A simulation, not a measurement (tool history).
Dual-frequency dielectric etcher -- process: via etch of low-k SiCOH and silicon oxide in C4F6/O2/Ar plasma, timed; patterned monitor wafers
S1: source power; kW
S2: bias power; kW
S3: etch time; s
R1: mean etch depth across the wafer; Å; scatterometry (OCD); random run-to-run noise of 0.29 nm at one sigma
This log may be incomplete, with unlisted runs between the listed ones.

| run | hour | S1 | S2 | S3 | R1 |
|---|---|---|---|---|---|
| 1 | 0 | 0.4 | 0.211 | 52.5 | 1242.6 |
| 2 | 2.4 | 0.44 | 0.211 | 52.5 | 1306.6 |
| 3 | 5.4 | 0.44 | 0.211 | 54.5 | 1351.6 |
| 4 | 6.5 | 0.39 | 0.207 | 54.5 | 1262.7 |
| 5 | 11.9 | 0.39 | 0.234 | 54.5 | 1342.7 |
| 6 | 17.6 | 0.35 | 0.231 | 54.5 | 1258.4 |
| 7 | 24.4 | 0.33 | 0.23 | 54.5 | 1222.9 |

Estimate the outcome of run 8 from the log above:
| 8 | 31.8 | 0.31 | 0.229 | 54.5 | ? |

{"run 8": {"R1": 1179.4}}
